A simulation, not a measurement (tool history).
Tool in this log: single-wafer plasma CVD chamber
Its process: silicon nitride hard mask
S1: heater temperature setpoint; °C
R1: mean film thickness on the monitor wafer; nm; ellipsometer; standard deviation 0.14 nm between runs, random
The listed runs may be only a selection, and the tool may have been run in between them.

{"run": 1, "day": 0.0, "S1": 420, "chamber pressure (Torr)": 1.72, "RF power (kW)": 0.23, "deposition time (s)": 39.4, "R1": 37.142}
{"run": 2, "day": 0.146, "S1": 420, "chamber pressure (Torr)": 1.72, "RF power (kW)": 0.245, "deposition time (s)": 39.4, "R1": 38.274}
{"run": 3, "day": 0.392, "S1": 420, "chamber pressure (Torr)": 1.72, "RF power (kW)": 0.245, "deposition time (s)": 39.4, "R1": 38.315}
{"run": 4, "day": 0.683, "S1": 420, "chamber pressure (Torr)": 1.62, "RF power (kW)": 0.24, "deposition time (s)": 39.4, "R1": 37.149}
{"run": 5, "day": 0.871, "S1": 429, "chamber pressure (Torr)": 1.62, "RF power (kW)": 0.24, "deposition time (s)": 39.4, "R1": 36.762}
{"run": 6, "day": 0.912, "S1": 429, "chamber pressure (Torr)": 1.87, "RF power (kW)": 0.24, "deposition time (s)": 39.4, "R1": 38.18}

Run 7, settings as shown, results not yet in. Your forecast:
{"run": 7, "day": 1.192, "S1": 429, "chamber pressure (Torr)": 1.53, "RF power (kW)": 0.225, "deposition time (s)": 39.4, "R1": "?"}

Run 7 measured R1 35.386 nm.

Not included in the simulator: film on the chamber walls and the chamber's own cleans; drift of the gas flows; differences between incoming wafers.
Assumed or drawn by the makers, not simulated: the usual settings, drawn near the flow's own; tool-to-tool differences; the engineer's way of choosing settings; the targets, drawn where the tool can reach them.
